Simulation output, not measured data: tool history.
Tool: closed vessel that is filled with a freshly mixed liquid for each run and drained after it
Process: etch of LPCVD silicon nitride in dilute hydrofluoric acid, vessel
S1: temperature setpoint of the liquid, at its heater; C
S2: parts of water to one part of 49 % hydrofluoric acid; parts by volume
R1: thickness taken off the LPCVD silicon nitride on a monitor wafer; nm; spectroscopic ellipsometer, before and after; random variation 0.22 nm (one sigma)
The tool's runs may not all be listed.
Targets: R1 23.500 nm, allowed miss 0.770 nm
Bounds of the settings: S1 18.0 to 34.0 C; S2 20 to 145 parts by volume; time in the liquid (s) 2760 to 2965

Run 1, day 0.000: S1 26.0 C, S2 80 parts by volume, time in the liquid (s) 2760. Result: R1 17.252 nm.
Run 2, day 0.250: S1 26.0 C, S2 80 parts by volume, time in the liquid (s) 2965. Result: R1 18.871 nm.
Run 3, day 0.429: S1 26.0 C, S2 80 parts by volume, time in the liquid (s) 2965. Result: R1 18.665 nm.
Run 4, day 0.638: S1 26.5 C, S2 80 parts by volume, time in the liquid (s) 2965. Result: R1 19.198 nm.
Run 5, day 0.871: S1 26.5 C, S2 100 parts by volume, time in the liquid (s) 2965. Result: R1 15.365 nm.
Run 6, day 1.250: S1 26.5 C, S2 100 parts by volume, time in the liquid (s) 2965. Result: R1 15.439 nm.
Run 7, day 1.367: S1 27.5 C, S2 100 parts by volume, time in the liquid (s) 2965. Result: R1 16.454 nm.
Run 8, day 1.517: S1 28.5 C, S2 100 parts by volume, time in the liquid (s) 2965. Result: R1 17.790 nm.
Run 9, day 1.612: S1 29.0 C, S2 100 parts by volume, time in the liquid (s) 2965. Result: R1 17.885 nm.
Run 10, day 1.696: S1 30.0 C, S2 100 parts by volume, time in the liquid (s) 2965. Result: R1 18.801 nm.
Run 11, day 1.983: S1 30.0 C, S2 100 parts by volume, time in the liquid (s) 2965. Result: R1 19.195 nm.
Run 12, day 2.075: S1 30.5 C, S2 100 parts by volume, time in the liquid (s) 2965. Result: R1 19.835 nm.
Run 13, day 2.254: S1 31.0 C, S2 100 parts by volume, time in the liquid (s) 2965. Result: R1 20.233 nm.
Run 14, day 2.538: S1 31.5 C, S2 100 parts by volume, time in the liquid (s) 2965. Result: R1 20.921 nm.
Run 15, day 2.629: S1 32.0 C, S2 100 parts by volume, time in the liquid (s) 2965. Result: R1 21.938 nm.
Run 16, day 2.996: S1 32.5 C, S2 100 parts by volume, time in the liquid (s) 2965. Result: R1 22.383 nm.

Which of these 4 next moves meets every target?
Run A, day 3.362: S1 32.5 C, S2 100 parts by volume, time in the liquid (s) 2830. Result: R1 ?.
Run B, day 3.362: S1 34.0 C, S2 115 parts by volume, time in the liquid (s) 2965. Result: R1 ?.
Run C, day 3.362: S1 32.5 C, S2 100 parts by volume, time in the liquid (s) 2840. Result: R1 ?.
Run D, day 3.362: S1 33.0 C, S2 95 parts by volume, time in the liquid (s) 2895. Result: R1 ?.

move      R1
   A  21.288
   B  21.191
   C  21.363
   D  23.655
A: further off than the last run
B: further off than the last run
C: further off than the last run
D: meets every target
Answer: D
